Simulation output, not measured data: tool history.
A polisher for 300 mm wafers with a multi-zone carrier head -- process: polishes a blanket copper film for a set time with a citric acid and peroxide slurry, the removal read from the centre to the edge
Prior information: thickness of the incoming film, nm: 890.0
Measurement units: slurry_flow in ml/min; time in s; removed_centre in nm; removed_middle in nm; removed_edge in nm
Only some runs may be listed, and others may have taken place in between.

run 1 hour=0.0 | slurry_flow=245 centre_zone=1.00 middle_zone=1.00 edge_zone=1.00 slurry_solids=1.00 time=81 | removed_centre=235.02 removed_middle=228.59 removed_edge=225.99
run 2 hour=1.5 | slurry_flow=245 centre_zone=1.00 middle_zone=1.00 edge_zone=0.95 slurry_solids=1.00 time=81 | removed_centre=235.04 removed_middle=228.98 removed_edge=227.73
run 3 hour=10.4 | slurry_flow=240 centre_zone=0.97 middle_zone=1.01 edge_zone=0.95 slurry_solids=1.10 time=87 | removed_centre=248.02 removed_middle=251.32 removed_edge=246.06
run 4 hour=11.6 | slurry_flow=240 centre_zone=0.95 middle_zone=1.02 edge_zone=0.97 slurry_solids=1.20 time=92 | removed_centre=261.79 removed_middle=271.50 removed_edge=268.35
run 5 hour=12.6 | slurry_flow=300 centre_zone=0.95 middle_zone=1.02 edge_zone=0.97 slurry_solids=1.20 time=92 | removed_centre=272.55 removed_middle=277.34 removed_edge=271.81
run 6 hour=19.8 | slurry_flow=285 centre_zone=0.94 middle_zone=1.05 edge_zone=0.99 slurry_solids=1.25 time=95 | removed_centre=278.52 removed_middle=298.07 removed_edge=286.53
run 7 hour=24.3 | slurry_flow=280 centre_zone=0.94 middle_zone=1.07 edge_zone=1.02 slurry_solids=1.30 time=96 | removed_centre=281.70 removed_middle=302.56 removed_edge=293.73
run 8 hour=28.8 | slurry_flow=280 centre_zone=0.94 middle_zone=1.09 edge_zone=1.04 slurry_solids=1.35 time=98 | removed_centre=287.70 removed_middle=317.16 removed_edge=300.77
run 9 hour=35.5 | slurry_flow=285 centre_zone=0.93 middle_zone=1.10 edge_zone=1.05 slurry_solids=1.40 time=100 | removed_centre=294.58 removed_middle=327.13 removed_edge=320.78

Run 10, settings as shown, results not yet in. Your forecast:
run 10 hour=41.7 | slurry_flow=295 centre_zone=0.93 middle_zone=1.12 edge_zone=1.06 slurry_solids=1.40 time=100 | removed_centre=? removed_middle=? removed_edge=?

For run 10 the tool returned removed_centre 294.90 nm, removed_middle 337.43 nm, removed_edge 321.52 nm.
